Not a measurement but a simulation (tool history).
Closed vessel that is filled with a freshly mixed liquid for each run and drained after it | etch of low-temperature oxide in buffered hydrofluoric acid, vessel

run,hour,temperature setpoint of the liquid (K),parts of 40 % ammonium fluoride to one part of 49 % hydrofluoric acid (parts by volume),time in the liquid (s),thickness taken off the low-temperature oxide on a monitor wafer (angstrom)
1,0,295.15,17,90,1090.5
2,3.4,297.15,16,90,1306.6
3,11.3,298.65,15.5,90,1466.7
4,19.2,298.65,13,90,1742.1
5,26.5,299.15,13,90,1785.9
6,27.6,299.65,13,90,1847.7
7,29,299.65,13,90,1851.9
8,30.9,299.65,13,90,1833.9
9,31.9,300.15,13,90,1877.7

Run 10 comes next. What will it give?
10,39.5,300.65,13,90,?

{"run 10": {"thickness taken off the low-temperature oxide on a monitor wafer (angstrom)": 1921.5}}
